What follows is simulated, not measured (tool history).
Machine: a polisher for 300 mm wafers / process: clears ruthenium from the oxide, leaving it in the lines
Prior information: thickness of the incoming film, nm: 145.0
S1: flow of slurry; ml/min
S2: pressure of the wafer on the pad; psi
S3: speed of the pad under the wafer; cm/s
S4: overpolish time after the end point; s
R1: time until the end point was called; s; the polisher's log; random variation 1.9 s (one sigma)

run  hour   S1   S2   S3  S4      R1
  1     0  140  2.3  108  20  87.704
  2   0.9  140  2.2  108  20   91.33
  3   1.7  175  2.2  108  20  87.608
  4   6.9  195  2.2  108  20   86.18
  5  14.9  160  2.2  108  20  87.658
  6  21.2  160  2.1  108  20  91.474
  7  24.1  160    2  108  20  100.21

Run 8 is up next; what results do you expect?
  8  26.7  160  1.8  108  20   ?

Logged for run 8: R1 107.31 s.

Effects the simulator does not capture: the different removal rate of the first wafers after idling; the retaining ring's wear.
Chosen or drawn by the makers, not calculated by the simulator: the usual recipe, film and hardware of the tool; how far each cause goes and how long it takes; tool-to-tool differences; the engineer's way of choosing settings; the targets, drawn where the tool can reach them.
